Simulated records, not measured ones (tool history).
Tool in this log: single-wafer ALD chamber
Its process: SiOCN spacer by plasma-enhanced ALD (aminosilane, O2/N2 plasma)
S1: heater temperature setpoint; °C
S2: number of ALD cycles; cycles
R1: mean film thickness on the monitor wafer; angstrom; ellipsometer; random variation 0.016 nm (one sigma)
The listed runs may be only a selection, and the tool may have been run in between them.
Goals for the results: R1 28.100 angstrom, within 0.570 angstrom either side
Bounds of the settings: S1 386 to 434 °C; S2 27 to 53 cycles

Run 1, hour 0.0: S1 410 °C, S2 40 cycles. Result: R1 23.855 angstrom.
Run 2, hour 5.4: S1 402 °C, S2 40 cycles. Result: R1 24.148 angstrom.
Run 3, hour 10.7: S1 402 °C, S2 42 cycles. Result: R1 25.623 angstrom.
Run 4, hour 14.7: S1 402 °C, S2 37 cycles. Result: R1 22.513 angstrom.
Run 5, hour 19.5: S1 411 °C, S2 37 cycles. Result: R1 21.907 angstrom.
At hour 22.5: thermocouple changed; heater temperature recalibrated.
Run 6, hour 22.5: S1 411 °C, S2 42 cycles. Result: R1 24.947 angstrom.
Run 7, hour 24.9: S1 409 °C, S2 43 cycles. Result: R1 25.832 angstrom.
Run 8, hour 33.0: S1 407 °C, S2 44 cycles. Result: R1 26.578 angstrom.

Next run, 4 choices. One meets every target within its allowed miss, the rest don't. Which?
Run A, hour 41.1: S1 423 °C, S2 44 cycles. Result: R1 ?.
Run B, hour 41.1: S1 408 °C, S2 44 cycles. Result: R1 ?.
Run C, hour 41.1: S1 410 °C, S2 47 cycles. Result: R1 ?.
Run D, hour 41.1: S1 392 °C, S2 41 cycles. Result: R1 ?.

move      R1
   A  25.456
   B  26.603
   C  28.254
   D  25.409
A: the biggest miss grows against the last run
B: just as far off the targets as the last run
C: every result lands within tolerance
D: the biggest miss grows against the last run
C is the move that brings every result within its allowed miss.

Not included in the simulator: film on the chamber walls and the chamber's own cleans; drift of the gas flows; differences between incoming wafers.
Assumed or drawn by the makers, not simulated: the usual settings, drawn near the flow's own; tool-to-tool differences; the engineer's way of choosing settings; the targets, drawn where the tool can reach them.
